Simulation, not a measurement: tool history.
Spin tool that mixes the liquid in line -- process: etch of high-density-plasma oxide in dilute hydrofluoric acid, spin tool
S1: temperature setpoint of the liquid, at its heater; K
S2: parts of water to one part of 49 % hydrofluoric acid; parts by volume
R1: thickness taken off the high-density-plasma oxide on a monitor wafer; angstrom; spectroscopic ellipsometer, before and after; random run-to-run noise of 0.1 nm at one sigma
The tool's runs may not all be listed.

Run 1, hour 0: S1 293.15 K, S2 105 parts by volume, time under the liquid (s) 265. Result: R1 143.15 angstrom.
Run 2, hour 0.9: S1 292.65 K, S2 110 parts by volume, time under the liquid (s) 265. Result: R1 129.93 angstrom.
Run 3, hour 8.6: S1 292.65 K, S2 80 parts by volume, time under the liquid (s) 265. Result: R1 189.68 angstrom.
Run 4, hour 15.9: S1 292.15 K, S2 90 parts by volume, time under the liquid (s) 265. Result: R1 161.52 angstrom.
Run 5, hour 24: S1 291.65 K, S2 100 parts by volume, time under the liquid (s) 265. Result: R1 143.81 angstrom.
Run 6, hour 31.9: S1 293.15 K, S2 100 parts by volume, time under the liquid (s) 265. Result: R1 150.23 angstrom.
Run 7, hour 38: S1 293.15 K, S2 100 parts by volume, time under the liquid (s) 265. Result: R1 147.47 angstrom.
At hour 46: hydrofluoric acid flow meter replaced.
Run 8, hour 46: S1 292.65 K, S2 105 parts by volume, time under the liquid (s) 265. Result: R1 131.39 angstrom.
Run 9, hour 52.8: S1 292.15 K, S2 110 parts by volume, time under the liquid (s) 265. Result: R1 120.02 angstrom.
Run 10, hour 59.9: S1 292.15 K, S2 110 parts by volume, time under the liquid (s) 265. Result: R1 120.4 angstrom.
Run 11, hour 66.4: S1 291.65 K, S2 110 parts by volume, time under the liquid (s) 265. Result: R1 119.02 angstrom.

The next listed run, before its measurement:
Run 12, hour 75.5: S1 291.15 K, S2 110 parts by volume, time under the liquid (s) 265. Result: R1 ?.

Run 12 yielded R1 117.2 angstrom.

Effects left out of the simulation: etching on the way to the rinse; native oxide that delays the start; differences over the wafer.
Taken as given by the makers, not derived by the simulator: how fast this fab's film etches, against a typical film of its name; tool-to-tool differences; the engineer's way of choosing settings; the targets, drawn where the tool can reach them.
